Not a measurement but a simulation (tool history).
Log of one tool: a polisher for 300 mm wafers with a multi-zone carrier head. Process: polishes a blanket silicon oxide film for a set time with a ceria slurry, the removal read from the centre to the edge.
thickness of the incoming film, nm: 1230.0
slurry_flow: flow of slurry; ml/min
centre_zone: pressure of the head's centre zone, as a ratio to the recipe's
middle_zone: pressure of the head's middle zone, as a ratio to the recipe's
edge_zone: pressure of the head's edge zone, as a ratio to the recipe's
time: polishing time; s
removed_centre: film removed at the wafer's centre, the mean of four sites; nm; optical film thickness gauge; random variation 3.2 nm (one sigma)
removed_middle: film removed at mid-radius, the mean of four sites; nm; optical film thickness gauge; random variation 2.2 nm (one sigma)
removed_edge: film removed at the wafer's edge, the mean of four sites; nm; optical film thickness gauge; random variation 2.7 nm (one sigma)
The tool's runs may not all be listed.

| run | hour | slurry_flow | centre_zone | middle_zone | edge_zone | time | removed_centre | removed_middle | removed_edge |
|---|---|---|---|---|---|---|---|---|---|
| 1 | 0.0 | 250 | 1.00 | 1.00 | 1.00 | 78 | 272.86 | 285.12 | 292.57 |
| 2 | 7.5 | 240 | 1.03 | 0.95 | 0.99 | 76 | 276.99 | 258.48 | 278.81 |
| 3 | 8.1 | 305 | 1.03 | 0.95 | 0.99 | 76 | 283.64 | 262.06 | 285.75 |
| 4 | 13.1 | 305 | 1.03 | 0.95 | 1.02 | 76 | 286.60 | 267.73 | 289.40 |
| 5 | 20.8 | 300 | 1.03 | 0.91 | 0.99 | 75 | 280.45 | 251.56 | 283.01 |
| 6 | 27.1 | 300 | 1.03 | 0.91 | 0.99 | 86 | 326.14 | 295.80 | 324.50 |
| 7 | 31.9 | 295 | 1.03 | 0.88 | 0.98 | 81 | 303.60 | 267.58 | 311.13 |
| 8 | 37.7 | 295 | 1.04 | 0.87 | 0.96 | 77 | 285.27 | 255.01 | 285.16 |
| 9 | 43.5 | 295 | 1.05 | 0.85 | 0.97 | 74 | 285.05 | 237.59 | 275.35 |

The next listed run, before its measurement:
| 10 | 49.1 | 290 | 1.05 | 0.84 | 0.97 | 72 | ? | ? | ? |

Run 10 gave removed_centre 272.11 nm, removed_middle 226.71 nm, removed_edge 270.74 nm.
